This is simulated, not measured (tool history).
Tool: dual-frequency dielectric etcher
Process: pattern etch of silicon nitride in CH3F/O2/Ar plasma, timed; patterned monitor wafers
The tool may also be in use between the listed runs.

run,hour,source power (kW),bias power (kW),etch time (s),mean etch depth across the wafer (nm)
1,0,0.29,0.087,40.5,25.508
2,4.5,0.28,0.083,40,24.243
3,9.1,0.28,0.094,40,25.842
4,17.2,0.27,0.09,40,24.772
5,22.4,0.26,0.087,40,23.776
6,25.5,0.25,0.086,40,23.139
7,27.9,0.24,0.085,40,22.506
8,35.6,0.23,0.085,40,22.01

The next listed run, before its measurement:
9,40.9,0.22,0.085,40,?

For run 9 the tool returned mean etch depth across the wafer (nm) 21.476.

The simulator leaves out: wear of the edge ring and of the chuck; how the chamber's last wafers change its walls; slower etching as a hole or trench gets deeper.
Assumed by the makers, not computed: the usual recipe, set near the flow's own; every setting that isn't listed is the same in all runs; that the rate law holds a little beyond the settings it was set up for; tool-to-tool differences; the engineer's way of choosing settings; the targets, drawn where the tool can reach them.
